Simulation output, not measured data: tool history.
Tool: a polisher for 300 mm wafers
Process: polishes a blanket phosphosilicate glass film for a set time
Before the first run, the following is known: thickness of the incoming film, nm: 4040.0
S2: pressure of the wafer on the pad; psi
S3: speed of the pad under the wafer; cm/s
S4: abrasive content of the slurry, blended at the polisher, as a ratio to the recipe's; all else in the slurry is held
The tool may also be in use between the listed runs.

Run 1, hour 0: flow of slurry (ml/min) 240, S2 3.6 psi, S3 92 cm/s, S4 1, polishing time (s) 30. Result: film removed (angstrom) 2604.
Run 2, hour 3.6: flow of slurry (ml/min) 280, S2 3.6 psi, S3 92 cm/s, S4 1, polishing time (s) 30. Result: film removed (angstrom) 2587.2.
Run 3, hour 10.6: flow of slurry (ml/min) 280, S2 3.6 psi, S3 92 cm/s, S4 1, polishing time (s) 30. Result: film removed (angstrom) 2636.6.
Run 4, hour 15.9: flow of slurry (ml/min) 280, S2 4.5 psi, S3 92 cm/s, S4 1, polishing time (s) 30. Result: film removed (angstrom) 3018.8.
Run 5, hour 16.8: flow of slurry (ml/min) 280, S2 4.5 psi, S3 92 cm/s, S4 1, polishing time (s) 30. Result: film removed (angstrom) 3104.5.
Run 6, hour 24: flow of slurry (ml/min) 280, S2 4.5 psi, S3 92 cm/s, S4 1.15, polishing time (s) 30. Result: film removed (angstrom) 3362.8.
Run 7, hour 30.5: flow of slurry (ml/min) 280, S2 3.7 psi, S3 82 cm/s, S4 1.15, polishing time (s) 30. Result: film removed (angstrom) 2741.2.
Run 8, hour 36.1: flow of slurry (ml/min) 280, S2 3.1 psi, S3 72 cm/s, S4 1.15, polishing time (s) 30. Result: film removed (angstrom) 2257.2.

Run 9 has not been measured yet. What should we expect?
Run 9, hour 44.6: flow of slurry (ml/min) 280, S2 2.7 psi, S3 68 cm/s, S4 1.15, polishing time (s) 30. Result: film removed (angstrom) ?.

Run 9 produced film removed (angstrom) 1976.6.
